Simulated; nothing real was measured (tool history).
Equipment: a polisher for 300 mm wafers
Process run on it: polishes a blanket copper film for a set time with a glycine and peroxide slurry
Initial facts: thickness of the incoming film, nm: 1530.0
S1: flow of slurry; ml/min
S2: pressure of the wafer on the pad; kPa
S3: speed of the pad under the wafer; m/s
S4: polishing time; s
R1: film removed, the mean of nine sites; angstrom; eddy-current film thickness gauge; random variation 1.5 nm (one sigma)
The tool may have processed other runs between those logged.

Run 1, hour 0: S1 235 ml/min, S2 22.1 kPa, S3 1.14 m/s, S4 34 s. Result: R1 2128.1 angstrom.
Run 2, hour 8.5: S1 235 ml/min, S2 22.1 kPa, S3 1.14 m/s, S4 30 s. Result: R1 1906.5 angstrom.
Run 3, hour 11: S1 235 ml/min, S2 17.9 kPa, S3 1.14 m/s, S4 30 s. Result: R1 1598.8 angstrom.
Run 4, hour 19.4: S1 235 ml/min, S2 17.9 kPa, S3 1.32 m/s, S4 30 s. Result: R1 1823.1 angstrom.
Run 5, hour 25.5: S1 235 ml/min, S2 16.5 kPa, S3 1.32 m/s, S4 30 s. Result: R1 1675.6 angstrom.
Run 6, hour 34: S1 235 ml/min, S2 15.2 kPa, S3 1.32 m/s, S4 30 s. Result: R1 1597 angstrom.

Run 7 comes next. What will it give?
Run 7, hour 42.1: S1 235 ml/min, S2 14.5 kPa, S3 1.32 m/s, S4 30 s. Result: R1 ?.

R1: 1525.3 angstrom
